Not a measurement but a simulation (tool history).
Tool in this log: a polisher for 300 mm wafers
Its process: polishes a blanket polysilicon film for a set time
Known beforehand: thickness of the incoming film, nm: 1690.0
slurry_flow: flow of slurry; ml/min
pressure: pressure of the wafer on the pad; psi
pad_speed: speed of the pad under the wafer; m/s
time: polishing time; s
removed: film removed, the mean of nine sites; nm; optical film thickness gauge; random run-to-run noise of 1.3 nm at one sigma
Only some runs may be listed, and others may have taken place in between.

| run | hour | slurry_flow | pressure | pad_speed | time | removed |
|---|---|---|---|---|---|---|
| 1 | 0 | 210 | 3.5 | 1.02 | 33 | 279.23 |
| 2 | 7.7 | 200 | 3.1 | 1.02 | 33 | 253.35 |
| 3 | 8.7 | 200 | 3.1 | 1.02 | 33 | 254.02 |
| 4 | 14.2 | 200 | 3.1 | 1.2 | 33 | 293.42 |
| 5 | 14.9 | 240 | 3.1 | 1.2 | 33 | 300.12 |
| 6 | 18.8 | 235 | 2.6 | 1.16 | 33 | 253.44 |
| 7 | 26.2 | 205 | 1.6 | 1.1 | 33 | 171.48 |
| 8 | 32.6 | 215 | 1.6 | 1.1 | 33 | 172.93 |
| 9 | 35 | 225 | 1.6 | 1.1 | 33 | 173.86 |

Run 10, settings as shown, results not yet in. Your forecast:
| 10 | 41.9 | 230 | 1.6 | 1.1 | 33 | ? |

Run 10 produced removed 172.82 nm.
